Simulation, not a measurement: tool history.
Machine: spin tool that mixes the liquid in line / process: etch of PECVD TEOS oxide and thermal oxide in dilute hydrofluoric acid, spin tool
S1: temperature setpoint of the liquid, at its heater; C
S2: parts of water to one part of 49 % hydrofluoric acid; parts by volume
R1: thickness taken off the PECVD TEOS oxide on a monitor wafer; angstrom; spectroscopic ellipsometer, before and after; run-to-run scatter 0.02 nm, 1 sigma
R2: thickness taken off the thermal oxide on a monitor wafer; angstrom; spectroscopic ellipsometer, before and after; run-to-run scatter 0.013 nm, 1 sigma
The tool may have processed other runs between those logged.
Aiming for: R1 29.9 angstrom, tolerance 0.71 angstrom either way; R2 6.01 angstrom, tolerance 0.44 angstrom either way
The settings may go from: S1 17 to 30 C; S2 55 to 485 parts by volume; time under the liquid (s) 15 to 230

{"run": 1, "hour": 0.0, "S1": 22, "S2": 270, "time under the liquid (s)": 120, "R1": 82.933, "R2": 16.623}
{"run": 2, "hour": 5.8, "S1": 21, "S2": 315, "time under the liquid (s)": 120, "R1": 65.038, "R2": 12.92}
{"run": 3, "hour": 12.3, "S1": 20, "S2": 350, "time under the liquid (s)": 120, "R1": 56.055, "R2": 11.425}
{"run": 4, "hour": 18.8, "S1": 19.5, "S2": 385, "time under the liquid (s)": 120, "R1": 48.022, "R2": 9.3098}
{"run": 5, "hour": 20.8, "S1": 22.5, "S2": 385, "time under the liquid (s)": 120, "R1": 53.058, "R2": 10.652}
{"run": 6, "hour": 25.2, "S1": 21.5, "S2": 410, "time under the liquid (s)": 120, "R1": 46.763, "R2": 9.5275}
{"run": 7, "hour": 32.2, "S1": 20.5, "S2": 430, "time under the liquid (s)": 120, "R1": 42.901, "R2": 8.7224}
{"run": 8, "hour": 36.2, "S1": 19.5, "S2": 445, "time under the liquid (s)": 120, "R1": 40.08, "R2": 7.6881}
{"run": 9, "hour": 38.0, "S1": 19.5, "S2": 445, "time under the liquid (s)": 120, "R1": 39.684, "R2": 8.1574}
{"run": 10, "hour": 45.5, "S1": 17, "S2": 485, "time under the liquid (s)": 120, "R1": 32.402, "R2": 6.5879}
{"run": 11, "hour": 53.8, "S1": 17, "S2": 485, "time under the liquid (s)": 115, "R1": 31.203, "R2": 6.1887}

Consider the 5 candidate settings below. Which is the only one whose results all fall within their allowed miss of target?
{"run": "A", "hour": 62.1, "S1": 17, "S2": 430, "time under the liquid (s)": 105, "R1": "?", "R2": "?"}
{"run": "B", "hour": 62.1, "S1": 17, "S2": 290, "time under the liquid (s)": 60, "R1": "?", "R2": "?"}
{"run": "C", "hour": 62.1, "S1": 17, "S2": 465, "time under the liquid (s)": 105, "R1": "?", "R2": "?"}
{"run": "D", "hour": 62.1, "S1": 18.5, "S2": 430, "time under the liquid (s)": 95, "R1": "?", "R2": "?"}
{"run": "E", "hour": 62.1, "S1": 17, "S2": 345, "time under the liquid (s)": 80, "R1": "?", "R2": "?"}

move=A R1=33.498 R2=6.6101
move=B R1=31.741 R2=6.2635
move=C R1=30.172 R2=5.9538
move=D R1=31.954 R2=6.3054
move=E R1=33.999 R2=6.709
A: moves away from the targets compared with the last run
B: moves away from the targets compared with the last run
C: all results in spec
D: moves away from the targets compared with the last run
E: moves away from the targets compared with the last run
C is the move that brings every result within its allowed miss.
